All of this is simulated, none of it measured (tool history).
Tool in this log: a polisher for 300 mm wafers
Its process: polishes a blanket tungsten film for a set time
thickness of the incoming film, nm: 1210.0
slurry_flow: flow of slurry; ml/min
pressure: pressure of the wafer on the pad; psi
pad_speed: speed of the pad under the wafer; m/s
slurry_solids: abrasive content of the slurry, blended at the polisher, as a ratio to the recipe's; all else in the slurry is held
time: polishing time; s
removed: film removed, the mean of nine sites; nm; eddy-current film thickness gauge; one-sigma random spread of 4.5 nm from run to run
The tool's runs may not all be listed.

run  hour  slurry_flow  pressure  pad_speed  slurry_solids  time  removed
  1     0          135       4.5       1.02              1    49   182.67
  2   2.3          135       5.3       1.04              1    49   213.02
  3   9.7          135       5.3       1.04              1    51   215.75
  4  16.2          135       5.3       1.18              1    51   250.35
  5    18          135       4.5       1.18              1    51   222.48
  6  23.2          115       4.5       1.18              1    51   206.43

Expected results for the next run?
  7  27.9          130         5        1.2              1    51        ?

Run 7 came out at removed 239.08 nm.
